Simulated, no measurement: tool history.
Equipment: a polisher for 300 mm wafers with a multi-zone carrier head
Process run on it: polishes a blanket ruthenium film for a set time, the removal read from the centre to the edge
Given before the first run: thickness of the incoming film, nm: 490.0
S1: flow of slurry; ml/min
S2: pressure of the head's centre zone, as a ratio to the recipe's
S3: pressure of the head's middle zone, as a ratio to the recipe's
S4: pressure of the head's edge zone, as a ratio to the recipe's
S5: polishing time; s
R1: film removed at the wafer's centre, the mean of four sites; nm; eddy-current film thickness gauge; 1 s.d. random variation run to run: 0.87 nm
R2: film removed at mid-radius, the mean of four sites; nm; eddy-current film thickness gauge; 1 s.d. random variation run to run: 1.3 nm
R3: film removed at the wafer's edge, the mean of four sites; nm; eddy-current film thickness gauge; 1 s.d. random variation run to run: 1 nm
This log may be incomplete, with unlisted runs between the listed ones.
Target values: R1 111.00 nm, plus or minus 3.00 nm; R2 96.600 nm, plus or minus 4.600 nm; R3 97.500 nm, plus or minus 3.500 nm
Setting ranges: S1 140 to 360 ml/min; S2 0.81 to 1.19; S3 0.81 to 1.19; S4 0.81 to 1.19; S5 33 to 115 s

run,hour,S1,S2,S3,S4,S5,R1,R2,R3
1,0.0,230,1.00,1.00,1.00,73,143.10,147.940,144.670
2,6.8,230,1.00,1.00,0.96,73,143.04,143.510,139.250
3,12.6,230,1.00,0.97,0.92,67,131.10,129.110,129.390
4,14.4,230,1.00,0.97,0.92,80,156.30,155.710,153.710
5,15.8,235,1.03,0.97,0.90,69,140.60,136.380,130.750
6,19.3,235,1.03,0.97,0.90,60,120.50,116.150,112.620
7,27.7,230,1.05,0.95,0.88,58,120.98,113.650,109.380
8,33.9,225,1.06,0.92,0.86,56,116.70,103.410,104.460
9,41.5,210,1.06,0.92,0.84,55,115.03,100.580,101.570
10,47.9,205,1.06,0.92,0.83,55,114.16,98.467,99.009
11,55.9,200,1.05,0.92,0.83,55,112.42,102.560,100.560

Exactly one of the 5 candidate moves below puts every result within its allowed miss. Which one?
A,63.9,140,1.09,1.07,0.82,58,?,?,?
B,63.9,205,1.17,0.85,0.81,53,?,?,?
C,63.9,180,0.98,0.99,0.81,58,?,?,?
D,63.9,190,1.10,0.92,0.90,53,?,?,?
E,63.9,260,1.07,1.02,0.81,53,?,?,?

move,R1,R2,R3
A,111.99,109.700,97.875
B,119.74,94.459,94.327
C,106.99,110.600,101.400
D,110.99,97.634,97.566
E,113.62,108.720,96.535
A: misses by more than the last run did
B: brings the last run's worst result on target, with another outside its allowed miss
C: misses by more than the last run did
D: meets every target
E: misses by more than the last run did
D meets every target.
